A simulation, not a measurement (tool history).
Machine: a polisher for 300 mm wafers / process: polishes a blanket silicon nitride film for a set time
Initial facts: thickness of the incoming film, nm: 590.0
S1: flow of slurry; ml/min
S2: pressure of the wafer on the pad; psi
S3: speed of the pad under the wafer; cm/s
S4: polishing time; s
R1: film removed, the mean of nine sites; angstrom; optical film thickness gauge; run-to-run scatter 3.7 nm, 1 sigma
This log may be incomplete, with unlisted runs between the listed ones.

run	hour	S1	S2	S3	S4	R1
1	0.0	200	2.7	112	129	1965.7
2	8.8	200	2.9	112	129	2175.8
3	15.9	200	3.0	112	129	2235.2
4	19.4	200	3.0	100	129	2065.9
5	23.1	200	3.0	100	135	2111.1
6	25.0	215	3.0	100	135	2193.4
7	27.4	220	3.1	100	135	2262.5
8	29.3	220	3.2	100	135	2323.5

Predict the results of run 9:
9	31.0	220	3.3	100	135	?

Run 9 yielded R1 2359.7 angstrom.

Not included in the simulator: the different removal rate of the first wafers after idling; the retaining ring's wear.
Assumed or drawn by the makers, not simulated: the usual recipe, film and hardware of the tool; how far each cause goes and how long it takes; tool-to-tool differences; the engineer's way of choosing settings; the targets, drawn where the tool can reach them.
